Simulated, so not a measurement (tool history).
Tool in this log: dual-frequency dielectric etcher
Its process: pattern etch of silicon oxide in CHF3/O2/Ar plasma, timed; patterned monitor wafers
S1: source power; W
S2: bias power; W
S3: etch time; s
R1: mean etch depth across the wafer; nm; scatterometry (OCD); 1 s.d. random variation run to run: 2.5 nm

run 1 hour=0 | S1=670 S2=156 S3=751.5 | R1=1521.6
run 2 hour=2.3 | S1=630 S2=148 S3=751.5 | R1=1447.3
run 3 hour=8 | S1=670 S2=148 S3=751.5 | R1=1479.9
run 4 hour=14.2 | S1=630 S2=142 S3=751.5 | R1=1415.5
run 5 hour=17.3 | S1=630 S2=142 S3=751.5 | R1=1412.3
run 6 hour=25.3 | S1=600 S2=139 S3=751.5 | R1=1372.6
run 7 hour=33.3 | S1=460 S2=108 S3=751.5 | R1=1076.3
run 8 hour=42.2 | S1=470 S2=108 S3=751.5 | R1=1088.8

Forecast run 9:
run 9 hour=45.5 | S1=480 S2=108 S3=751.5 | R1=?

{"run 9": {"R1": 1093.4}}
